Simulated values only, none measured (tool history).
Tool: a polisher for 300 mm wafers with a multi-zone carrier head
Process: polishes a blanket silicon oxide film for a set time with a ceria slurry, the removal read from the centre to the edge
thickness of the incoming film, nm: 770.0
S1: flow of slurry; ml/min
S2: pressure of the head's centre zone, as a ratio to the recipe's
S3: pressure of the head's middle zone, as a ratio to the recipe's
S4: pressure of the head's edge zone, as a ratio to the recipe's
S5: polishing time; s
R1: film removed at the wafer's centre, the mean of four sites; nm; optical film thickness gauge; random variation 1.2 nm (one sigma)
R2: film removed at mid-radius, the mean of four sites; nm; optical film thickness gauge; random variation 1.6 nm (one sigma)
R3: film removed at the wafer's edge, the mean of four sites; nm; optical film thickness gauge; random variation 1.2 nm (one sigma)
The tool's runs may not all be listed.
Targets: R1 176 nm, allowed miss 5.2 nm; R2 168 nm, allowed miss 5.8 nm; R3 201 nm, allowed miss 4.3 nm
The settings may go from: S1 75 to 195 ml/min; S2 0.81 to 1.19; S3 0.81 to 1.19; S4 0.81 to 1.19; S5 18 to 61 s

run  hour   S1    S2    S3    S4  S5      R1      R2      R3
  1     0  125     1     1     1  39  226.49   223.7  229.24
  2   7.6  125     1     1     1  46  266.29  262.04  266.97
  3  11.9  115  0.97  0.96  0.98  44  242.33  240.77  251.62
  4  13.9  115  0.97   0.9  0.98  44  239.24  225.79  249.73
  5  20.1  125  0.97   0.9  0.98  44   246.1  227.38  253.64
  6  21.3  120  0.95  0.88  0.97  42  224.98  212.59  238.61
  7  25.5   85  0.92  0.81  0.96  36   165.5   154.3  188.38
  8  32.4   90  0.92  0.82  0.97  36  169.21  161.54  193.72
  9    41   95  0.92  0.82  0.97  36  173.84  164.48  194.62
 10  44.7   95  0.92  0.82  0.98  36  173.33  162.72   196.9

5 next moves are on the table. One of them brings every result within its allowed miss. Which?
  A  48.4  110  0.94  0.89  0.95  34   ?   ?   ?
  B  48.4   90  0.92  0.81  0.98  35   ?   ?   ?
  C  48.4   90  0.95  0.84  0.94  36   ?   ?   ?
  D  48.4   95   0.9  0.81  0.96  37   ?   ?   ?
  E  48.4   90  0.98  0.81  0.99  35   ?   ?   ?

move      R1      R2      R3
   A   178.8  170.14  187.66
   B  166.92  153.33  187.56
   C  177.36  161.82  189.38
   D  176.47  165.26  199.01
   E  177.89  153.28  188.41
A: further off than the last run
B: further off than the last run
C: further off than the last run
D: meets every target
E: further off than the last run
The right move is D.
